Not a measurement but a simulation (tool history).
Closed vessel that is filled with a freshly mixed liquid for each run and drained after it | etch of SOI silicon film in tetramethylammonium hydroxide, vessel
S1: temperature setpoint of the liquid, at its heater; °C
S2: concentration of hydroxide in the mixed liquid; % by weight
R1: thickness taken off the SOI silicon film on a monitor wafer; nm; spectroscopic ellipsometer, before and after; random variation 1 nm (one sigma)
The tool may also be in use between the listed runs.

run 1 day=0 | S1=60 S2=13.5 time_in_the_liquid_(s)=100 | R1=334.48
run 2 day=0.112 | S1=58.5 S2=13.5 time_in_the_liquid_(s)=100 | R1=304.45
run 3 day=0.275 | S1=58.5 S2=11.5 time_in_the_liquid_(s)=100 | R1=327.05
run 4 day=0.633 | S1=57.5 S2=11.5 time_in_the_liquid_(s)=100 | R1=305.53
run 5 day=0.988 | S1=56.5 S2=11.5 time_in_the_liquid_(s)=100 | R1=288.09
run 6 day=1.233 | S1=55.5 S2=11.5 time_in_the_liquid_(s)=100 | R1=269.13
run 7 day=1.517 | S1=55.5 S2=11.5 time_in_the_liquid_(s)=100 | R1=271.08
run 8 day=1.858 | S1=50.5 S2=11.5 time_in_the_liquid_(s)=100 | R1=196.57

Forecast run 9:
run 9 day=1.904 | S1=51 S2=11.5 time_in_the_liquid_(s)=100 | R1=?

{"run 9": {"R1": 200.31}}

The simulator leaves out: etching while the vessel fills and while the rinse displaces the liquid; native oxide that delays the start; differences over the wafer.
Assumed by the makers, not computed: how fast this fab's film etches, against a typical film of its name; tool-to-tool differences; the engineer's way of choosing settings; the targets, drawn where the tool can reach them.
